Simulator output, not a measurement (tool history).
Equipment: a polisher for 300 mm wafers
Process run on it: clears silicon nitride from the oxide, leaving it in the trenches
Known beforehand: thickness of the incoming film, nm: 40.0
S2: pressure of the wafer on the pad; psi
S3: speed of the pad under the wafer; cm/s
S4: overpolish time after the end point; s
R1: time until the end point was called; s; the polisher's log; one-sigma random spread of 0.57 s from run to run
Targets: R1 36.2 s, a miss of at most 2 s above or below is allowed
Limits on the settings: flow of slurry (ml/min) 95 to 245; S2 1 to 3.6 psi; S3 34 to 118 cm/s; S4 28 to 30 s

Run 1, hour 0: flow of slurry (ml/min) 155, S2 2.3 psi, S3 76 cm/s, S4 28 s. Result: R1 69.705 s.
Run 2, hour 8.6: flow of slurry (ml/min) 155, S2 2.8 psi, S3 76 cm/s, S4 28 s. Result: R1 56.135 s.
Run 3, hour 14.8: flow of slurry (ml/min) 155, S2 3 psi, S3 78 cm/s, S4 28 s. Result: R1 53.495 s.
Run 4, hour 19: flow of slurry (ml/min) 140, S2 3 psi, S3 78 cm/s, S4 28 s. Result: R1 52.609 s.
Run 5, hour 23.9: flow of slurry (ml/min) 140, S2 3 psi, S3 78 cm/s, S4 30 s. Result: R1 53.849 s.
Run 6, hour 29.9: flow of slurry (ml/min) 140, S2 3.1 psi, S3 80 cm/s, S4 30 s. Result: R1 51.325 s.
Run 7, hour 38.4: flow of slurry (ml/min) 140, S2 3.2 psi, S3 82 cm/s, S4 30 s. Result: R1 48.706 s.
Run 8, hour 43.5: flow of slurry (ml/min) 140, S2 3.3 psi, S3 86 cm/s, S4 30 s. Result: R1 43.763 s.
Run 9, hour 44.3: flow of slurry (ml/min) 140, S2 3.4 psi, S3 88 cm/s, S4 30 s. Result: R1 43.081 s.
Run 10, hour 45.8: flow of slurry (ml/min) 140, S2 3.4 psi, S3 90 cm/s, S4 30 s. Result: R1 41.357 s.
Run 11, hour 49: flow of slurry (ml/min) 140, S2 3.4 psi, S3 92 cm/s, S4 30 s. Result: R1 40.415 s.

5 next moves are on the table. One of them brings every result within its allowed miss. Which?
Run A, hour 52.2: flow of slurry (ml/min) 165, S2 3.2 psi, S3 88 cm/s, S4 30 s. Result: R1 ?.
Run B, hour 52.2: flow of slurry (ml/min) 135, S2 3.6 psi, S3 98 cm/s, S4 29 s. Result: R1 ?.
Run C, hour 52.2: flow of slurry (ml/min) 135, S2 3.5 psi, S3 86 cm/s, S4 30 s. Result: R1 ?.
Run D, hour 52.2: flow of slurry (ml/min) 140, S2 3.6 psi, S3 74 cm/s, S4 28 s. Result: R1 ?.
Run E, hour 52.2: flow of slurry (ml/min) 130, S2 3.1 psi, S3 86 cm/s, S4 30 s. Result: R1 ?.

move      R1
   A  43.206
   B  36.339
   C   42.43
   D  47.318
   E  48.266
A: moves away from the targets compared with the last run
B: every result lands within tolerance
C: moves away from the targets compared with the last run
D: moves away from the targets compared with the last run
E: moves away from the targets compared with the last run
The move that meets every target is B.
